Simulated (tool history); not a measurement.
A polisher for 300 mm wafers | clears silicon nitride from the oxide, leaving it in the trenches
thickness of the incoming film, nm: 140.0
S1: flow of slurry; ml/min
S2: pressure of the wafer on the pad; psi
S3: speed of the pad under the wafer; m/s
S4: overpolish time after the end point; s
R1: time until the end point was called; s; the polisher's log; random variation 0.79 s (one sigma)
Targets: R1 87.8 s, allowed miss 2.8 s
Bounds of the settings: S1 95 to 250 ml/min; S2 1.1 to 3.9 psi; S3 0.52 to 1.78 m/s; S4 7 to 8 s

| run | hour | S1 | S2 | S3 | S4 | R1 |
|---|---|---|---|---|---|---|
| 1 | 0 | 160 | 2.5 | 1.14 | 8 | 141.33 |
| 2 | 8.3 | 165 | 2.7 | 1.14 | 8 | 132.38 |
| 3 | 10.4 | 165 | 2.7 | 1.14 | 8 | 134 |
| 4 | 17.4 | 165 | 2.9 | 1.14 | 8 | 121.12 |
| 5 | 26.3 | 165 | 2.9 | 1 | 8 | 138.31 |
|  | 34.6 | worn pad replaced by a new one |
| 6 | 34.6 | 200 | 2.9 | 1 | 8 | 127.4 |
| 7 | 39.6 | 205 | 3 | 1 | 8 | 119.38 |
| 8 | 45.9 | 230 | 3.7 | 1.02 | 8 | 98.284 |

4 next moves are on the table. One of them brings every result within its allowed miss. Which?
| A | 52.2 | 245 | 3.6 | 0.88 | 7 | ? |
| B | 52.2 | 205 | 3.9 | 0.92 | 8 | ? |
| C | 52.2 | 245 | 3.6 | 1.24 | 7 | ? |
| D | 52.2 | 215 | 3.9 | 1.1 | 7 | ? |

| move | R1 |
|---|---|
| A | 114.13 |
| B | 103.83 |
| C | 81.915 |
| D | 86.815 |
A: further off than the last run
B: further off than the last run
C: takes the result that was furthest off past its target
D: meets every target
Answer: D
